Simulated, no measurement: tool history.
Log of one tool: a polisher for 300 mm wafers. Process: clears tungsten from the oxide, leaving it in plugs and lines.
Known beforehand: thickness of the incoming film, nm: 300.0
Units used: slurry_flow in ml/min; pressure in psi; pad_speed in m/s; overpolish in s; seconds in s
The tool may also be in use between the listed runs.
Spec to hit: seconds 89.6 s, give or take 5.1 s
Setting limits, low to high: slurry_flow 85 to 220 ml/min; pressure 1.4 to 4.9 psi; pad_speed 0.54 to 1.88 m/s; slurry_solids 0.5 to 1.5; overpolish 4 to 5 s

run	hour	slurry_flow	pressure	pad_speed	slurry_solids	overpolish	seconds
1	0	140	3.1	1.2	1	5	55.894
2	5.1	140	2.8	1.18	1	5	61.002
3	11.9	140	2.5	1.16	1	5	65.894
4	16.1	140	2.2	1.14	1	5	74.545
5	20.4	140	2.2	1.14	1	4	74.121
6	28.2	140	2	1.14	1	4	76.301
7	35.9	140	1.9	1.14	1	4	79.533
8	41	140	1.9	1.14	1	4	79.039
9	46.1	140	1.8	1.14	1	4	83.06

Which of these 4 next moves meets every target?
A	51.2	100	2.4	0.94	1	5	?
B	51.2	155	1.9	1.24	1.05	4	?
C	51.2	120	2.1	1.14	0.9	4	?
D	51.2	125	2	1.42	1	5	?

move	seconds
A	93.334
B	74.293
C	81.928
D	66.44
A: every result within its allowed miss
B: lands further from the targets than the last run did
C: lands further from the targets than the last run did
D: lands further from the targets than the last run did
Go with A: it meets all targets.

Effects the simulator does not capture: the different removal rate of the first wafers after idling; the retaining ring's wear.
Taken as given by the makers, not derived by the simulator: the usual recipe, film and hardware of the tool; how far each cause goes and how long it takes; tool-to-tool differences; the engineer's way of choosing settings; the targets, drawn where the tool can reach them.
